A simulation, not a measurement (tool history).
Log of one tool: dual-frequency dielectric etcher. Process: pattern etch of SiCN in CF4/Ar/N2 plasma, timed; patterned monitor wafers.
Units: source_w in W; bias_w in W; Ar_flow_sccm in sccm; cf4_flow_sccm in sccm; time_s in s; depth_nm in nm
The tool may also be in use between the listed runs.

run 1 hour=0 | source_w=510 bias_w=61 Ar_flow_sccm=130 cf4_flow_sccm=50 time_s=73.5 | depth_nm=59.761
run 2 hour=6.4 | source_w=510 bias_w=61 Ar_flow_sccm=130 cf4_flow_sccm=54 time_s=73.5 | depth_nm=61.835
run 3 hour=14.1 | source_w=510 bias_w=68 Ar_flow_sccm=130 cf4_flow_sccm=54 time_s=73.5 | depth_nm=64.297
run 4 hour=22.3 | source_w=510 bias_w=68 Ar_flow_sccm=130 cf4_flow_sccm=60 time_s=73.5 | depth_nm=65.729
run 5 hour=28.1 | source_w=470 bias_w=68 Ar_flow_sccm=130 cf4_flow_sccm=60 time_s=73.5 | depth_nm=62.286
run 6 hour=33.3 | source_w=470 bias_w=63 Ar_flow_sccm=130 cf4_flow_sccm=60 time_s=73.5 | depth_nm=60.442
run 7 hour=37.7 | source_w=440 bias_w=63 Ar_flow_sccm=130 cf4_flow_sccm=60 time_s=73.5 | depth_nm=56.42
run 8 hour=40.6 | source_w=420 bias_w=63 Ar_flow_sccm=130 cf4_flow_sccm=60 time_s=73.5 | depth_nm=54.784

The next listed run, before its measurement:
run 9 hour=47.7 | source_w=350 bias_w=62 Ar_flow_sccm=130 cf4_flow_sccm=60 time_s=73.5 | depth_nm=?

depth_nm: 47.787 nm

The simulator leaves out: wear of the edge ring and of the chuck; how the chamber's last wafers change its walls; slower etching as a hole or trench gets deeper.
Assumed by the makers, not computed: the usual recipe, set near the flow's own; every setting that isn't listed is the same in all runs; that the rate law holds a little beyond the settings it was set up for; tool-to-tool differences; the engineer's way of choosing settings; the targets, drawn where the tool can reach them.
